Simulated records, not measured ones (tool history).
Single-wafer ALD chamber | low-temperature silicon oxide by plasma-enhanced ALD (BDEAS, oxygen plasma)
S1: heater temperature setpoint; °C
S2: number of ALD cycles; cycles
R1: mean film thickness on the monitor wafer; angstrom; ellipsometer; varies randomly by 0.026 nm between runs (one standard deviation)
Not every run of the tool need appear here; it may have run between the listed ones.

Run 1, day 0.000: S1 110 °C, S2 30 cycles. Result: R1 42.690 angstrom.
Run 2, day 0.100: S1 114 °C, S2 30 cycles. Result: R1 42.265 angstrom.
Run 3, day 0.429: S1 114 °C, S2 27 cycles. Result: R1 38.171 angstrom.
Run 4, day 0.579: S1 114 °C, S2 24 cycles. Result: R1 34.223 angstrom.
Run 5, day 0.696: S1 107 °C, S2 24 cycles. Result: R1 34.282 angstrom.
Run 6, day 0.788: S1 107 °C, S2 27 cycles. Result: R1 38.606 angstrom.
Run 7, day 1.029: S1 105 °C, S2 29 cycles. Result: R1 41.267 angstrom.
Run 8, day 1.371: S1 105 °C, S2 30 cycles. Result: R1 42.873 angstrom.
Run 9, day 1.458: S1 105 °C, S2 31 cycles. Result: R1 44.368 angstrom.

What does the tool deliver on the next run?
Run 10, day 1.817: S1 105 °C, S2 32 cycles. Result: R1 ?.

R1: 45.970 angstrom
